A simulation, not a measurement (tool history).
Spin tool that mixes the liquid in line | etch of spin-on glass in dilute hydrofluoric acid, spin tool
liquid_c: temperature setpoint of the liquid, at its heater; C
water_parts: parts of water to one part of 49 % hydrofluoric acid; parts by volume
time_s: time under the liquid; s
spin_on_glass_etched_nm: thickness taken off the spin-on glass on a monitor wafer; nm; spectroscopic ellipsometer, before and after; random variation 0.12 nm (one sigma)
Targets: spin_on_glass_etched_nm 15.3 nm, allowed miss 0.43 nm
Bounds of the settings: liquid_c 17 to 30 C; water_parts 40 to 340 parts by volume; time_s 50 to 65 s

{"run": 1, "day": 0.0, "liquid_c": 22, "water_parts": 190, "time_s": 65, "spin_on_glass_etched_nm": 10.667}
{"run": 2, "day": 0.25, "liquid_c": 22, "water_parts": 190, "time_s": 50, "spin_on_glass_etched_nm": 8.2026}
{"run": 3, "day": 0.292, "liquid_c": 23, "water_parts": 180, "time_s": 50, "spin_on_glass_etched_nm": 9.0682}
{"run": 4, "day": 0.667, "liquid_c": 23.5, "water_parts": 170, "time_s": 50, "spin_on_glass_etched_nm": 9.8626}
{"run": 5, "day": 0.746, "liquid_c": 23.5, "water_parts": 205, "time_s": 50, "spin_on_glass_etched_nm": 7.9757}
{"run": 6, "day": 1.062, "liquid_c": 23.5, "water_parts": 175, "time_s": 50, "spin_on_glass_etched_nm": 9.5828}
{"run": 7, "day": 1.167, "liquid_c": 24, "water_parts": 165, "time_s": 50, "spin_on_glass_etched_nm": 10.354}
{"run": 8, "day": 1.362, "liquid_c": 24.5, "water_parts": 160, "time_s": 50, "spin_on_glass_etched_nm": 11.189}
{"run": 9, "day": 1.675, "liquid_c": 25, "water_parts": 155, "time_s": 50, "spin_on_glass_etched_nm": 11.648}
{"run": 10, "day": 1.738, "liquid_c": 25.5, "water_parts": 150, "time_s": 50, "spin_on_glass_etched_nm": 12.512}

Which of these 4 next moves meets every target?
{"run": "A", "day": 1.8, "liquid_c": 24.5, "water_parts": 135, "time_s": 50, "spin_on_glass_etched_nm": "?"}
{"run": "B", "day": 1.8, "liquid_c": 26.5, "water_parts": 200, "time_s": 55, "spin_on_glass_etched_nm": "?"}
{"run": "C", "day": 1.8, "liquid_c": 24.5, "water_parts": 120, "time_s": 50, "spin_on_glass_etched_nm": "?"}
{"run": "D", "day": 1.8, "liquid_c": 30, "water_parts": 165, "time_s": 65, "spin_on_glass_etched_nm": "?"}

move=A spin_on_glass_etched_nm=13.432
move=B spin_on_glass_etched_nm=9.965
move=C spin_on_glass_etched_nm=15.384
move=D spin_on_glass_etched_nm=16.875
A: nearer than the last run, and not there yet
B: further off than the last run
C: meets every target
D: takes the result that was furthest off past its target
The right move is C.
